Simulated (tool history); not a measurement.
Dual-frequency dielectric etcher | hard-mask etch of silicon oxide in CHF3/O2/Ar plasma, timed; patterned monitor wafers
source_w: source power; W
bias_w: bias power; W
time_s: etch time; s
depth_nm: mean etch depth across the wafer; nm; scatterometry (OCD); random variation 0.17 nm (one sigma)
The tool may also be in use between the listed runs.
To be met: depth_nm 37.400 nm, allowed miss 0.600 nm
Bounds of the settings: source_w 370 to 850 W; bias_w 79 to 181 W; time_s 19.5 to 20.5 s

Run 1, hour 0.0: source_w 610 W, bias_w 130 W, time_s 19.5 s. Result: depth_nm 34.210 nm.
Run 2, hour 2.7: source_w 650 W, bias_w 131 W, time_s 19.5 s. Result: depth_nm 35.412 nm.
Run 3, hour 4.5: source_w 670 W, bias_w 132 W, time_s 19.5 s. Result: depth_nm 35.991 nm.
Run 4, hour 6.9: source_w 690 W, bias_w 132 W, time_s 19.5 s. Result: depth_nm 36.260 nm.
Run 5, hour 10.0: source_w 690 W, bias_w 109 W, time_s 19.5 s. Result: depth_nm 34.666 nm.
Run 6, hour 10.8: source_w 690 W, bias_w 109 W, time_s 19.5 s. Result: depth_nm 34.755 nm.
Run 7, hour 19.4: source_w 720 W, bias_w 110 W, time_s 19.5 s. Result: depth_nm 35.342 nm.
Run 8, hour 23.5: source_w 750 W, bias_w 111 W, time_s 19.5 s. Result: depth_nm 35.914 nm.

5 next moves are on the table. One of them brings every result within its allowed miss. Which?
Run A, hour 27.6: source_w 760 W, bias_w 105 W, time_s 20.5 s. Result: depth_nm ?.
Run B, hour 27.6: source_w 660 W, bias_w 114 W, time_s 20.5 s. Result: depth_nm ?.
Run C, hour 27.6: source_w 720 W, bias_w 103 W, time_s 20.0 s. Result: depth_nm ?.
Run D, hour 27.6: source_w 740 W, bias_w 97 W, time_s 20.5 s. Result: depth_nm ?.
Run E, hour 27.6: source_w 730 W, bias_w 117 W, time_s 19.5 s. Result: depth_nm ?.

move  depth_nm
   A    37.556
   B    36.126
   C    35.657
   D    36.454
   E    36.069
A: meets every target
B: nearer than the last run, and not there yet
C: further off than the last run
D: nearer than the last run, and not there yet
E: nearer than the last run, and not there yet
The right move is A.
